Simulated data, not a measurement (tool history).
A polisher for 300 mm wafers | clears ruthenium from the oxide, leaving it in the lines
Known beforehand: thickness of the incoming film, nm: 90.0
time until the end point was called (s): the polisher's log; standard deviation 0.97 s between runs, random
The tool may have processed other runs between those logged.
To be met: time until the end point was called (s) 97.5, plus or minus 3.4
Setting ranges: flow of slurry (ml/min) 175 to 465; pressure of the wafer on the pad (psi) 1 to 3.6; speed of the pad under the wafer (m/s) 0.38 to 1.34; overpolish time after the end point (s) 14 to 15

run    day  flow of slurry (ml/min)  pressure of the wafer on the pad (psi)  speed of the pad under the wafer (m/s)  overpolish time after the end point (s)  time until the end point was called (s)
  1      0                      295                                     2.3                                    0.86                                       14                                   77.079
  2  0.033                      295                                     2.1                                    0.86                                       14                                   86.169
  3  0.238                      295                                     1.7                                    0.86                                       14                                   105.33
  4  0.379                      235                                     1.7                                    0.86                                       14                                   108.25
  5  0.538                      245                                     1.8                                    0.86                                       14                                   100.99
  6  0.804                      245                                     1.8                                    0.68                                       14                                   125.42
  7  0.862                      245                                     1.8                                    0.68                                       14                                   124.87
  8  0.996                      250                                       2                                    0.68                                       14                                   111.62

Exactly one of the 5 candidate moves below puts every result within its allowed miss. Which one?
  A  1.129                      180                                     2.2                                    0.88                                       14                                        ?
  B  1.129                      255                                     2.2                                    0.82                                       14                                        ?
  C  1.129                      350                                     2.2                                    0.62                                       15                                        ?
  D  1.129                      250                                     2.6                                     0.6                                       14                                        ?
  E  1.129                      255                                     2.3                                    0.78                                       14                                        ?

move  time until the end point was called (s)
   A                                   87.366
   B                                    88.26
   C                                   108.77
   D                                   98.374
   E                                   88.317
A: pushes the last run's worst result past its target
B: pushes the last run's worst result past its target
C: nearer the targets than the last run, but a result is still out of spec
D: in spec on every target
E: pushes the last run's worst result past its target
Correct choice: D, which meets every target
